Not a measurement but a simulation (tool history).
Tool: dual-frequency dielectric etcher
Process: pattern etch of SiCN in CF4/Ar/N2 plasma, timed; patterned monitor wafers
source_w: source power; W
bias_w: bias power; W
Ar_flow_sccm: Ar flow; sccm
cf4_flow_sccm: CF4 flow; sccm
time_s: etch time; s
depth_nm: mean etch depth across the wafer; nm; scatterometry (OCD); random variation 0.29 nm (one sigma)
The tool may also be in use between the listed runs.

run,hour,source_w,bias_w,Ar_flow_sccm,cf4_flow_sccm,time_s,depth_nm
1,0.0,470,80,85,62,40.5,35.148
2,1.8,470,80,85,54,40.5,34.024
3,9.3,470,80,85,64,40.5,35.437
4,12.7,470,80,78,64,40.5,35.546
5,13.8,470,80,78,64,40.5,35.667
6,16.8,470,80,78,64,40.5,35.537
7,25.4,510,81,78,64,40.5,39.360
8,27.7,510,81,78,64,40.5,39.130
9,34.3,530,81,78,64,40.5,40.798

Run 10 comes next. What will it give?
10,42.9,540,81,78,64,40.5,?

Run 10 gave depth_nm 41.163 nm.
